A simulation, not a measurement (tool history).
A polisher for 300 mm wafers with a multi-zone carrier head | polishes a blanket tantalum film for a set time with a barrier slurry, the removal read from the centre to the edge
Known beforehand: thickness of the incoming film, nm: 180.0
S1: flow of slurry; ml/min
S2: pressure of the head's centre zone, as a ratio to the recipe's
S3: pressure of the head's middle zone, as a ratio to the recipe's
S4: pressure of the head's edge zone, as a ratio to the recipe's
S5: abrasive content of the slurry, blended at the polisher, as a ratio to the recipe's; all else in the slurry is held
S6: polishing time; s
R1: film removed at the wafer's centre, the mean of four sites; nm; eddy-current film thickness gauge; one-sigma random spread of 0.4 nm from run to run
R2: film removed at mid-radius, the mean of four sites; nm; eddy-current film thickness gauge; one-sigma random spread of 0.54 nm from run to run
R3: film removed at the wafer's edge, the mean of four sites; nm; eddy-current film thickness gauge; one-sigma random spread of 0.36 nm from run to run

Run 1, hour 0: S1 260 ml/min, S2 1, S3 1, S4 1, S5 1, S6 32 s. Result: R1 65.718 nm, R2 66.718 nm, R3 65.361 nm.
Run 2, hour 6.6: S1 260 ml/min, S2 1, S3 1, S4 1, S5 1, S6 26 s. Result: R1 53.266 nm, R2 52.869 nm, R3 52.873 nm.
Run 3, hour 15: S1 250 ml/min, S2 0.99, S3 0.99, S4 1.01, S5 1, S6 26 s. Result: R1 52.961 nm, R2 53.348 nm, R3 52.711 nm.
Run 4, hour 17: S1 250 ml/min, S2 0.99, S3 0.99, S4 1.01, S5 1, S6 18 s. Result: R1 36.439 nm, R2 35.802 nm, R3 37.06 nm.
Run 5, hour 25.5: S1 270 ml/min, S2 0.99, S3 1, S4 1.06, S5 1.15, S6 19 s. Result: R1 40.282 nm, R2 40.988 nm, R3 41.282 nm.
Run 6, hour 28.3: S1 270 ml/min, S2 0.98, S3 0.97, S4 1.09, S5 1.25, S6 20 s. Result: R1 43.903 nm, R2 43.205 nm, R3 45.29 nm.

Run 7 comes next. What will it give?
Run 7, hour 37.3: S1 275 ml/min, S2 0.97, S3 0.96, S4 1.12, S5 1.3, S6 20 s. Result: R1 ?, R2 ?, R3 ?.

Run 7 produced R1 43.643 nm, R2 43.104 nm, R3 46.642 nm.

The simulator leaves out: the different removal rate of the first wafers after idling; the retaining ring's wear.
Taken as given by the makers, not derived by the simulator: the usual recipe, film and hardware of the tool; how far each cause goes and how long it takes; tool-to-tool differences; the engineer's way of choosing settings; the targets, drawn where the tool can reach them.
